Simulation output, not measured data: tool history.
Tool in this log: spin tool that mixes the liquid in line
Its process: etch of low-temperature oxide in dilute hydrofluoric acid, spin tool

run	hour	temperature setpoint of the liquid (C)	parts of water to one part of 49 % hydrofluoric acid (parts by volume)	time under the liquid (s)	thickness taken off the low-temperature oxide on a monitor wafer (Å)
1	0.0	21.0	215	95	60.777
2	4.8	21.0	215	75	47.689
3	6.0	20.5	220	75	45.240
4	13.8	20.0	220	75	45.289
5	17.9	20.0	190	75	53.412
6	21.3	18.5	190	75	50.780
7	28.1	18.5	190	75	49.819
8	29.0	18.5	195	75	48.658
9	31.3	18.5	200	75	46.724

For run 10, what comes out?
10	33.8	18.5	205	75	?

For run 10 the tool returned thickness taken off the low-temperature oxide on a monitor wafer (Å) 45.609.
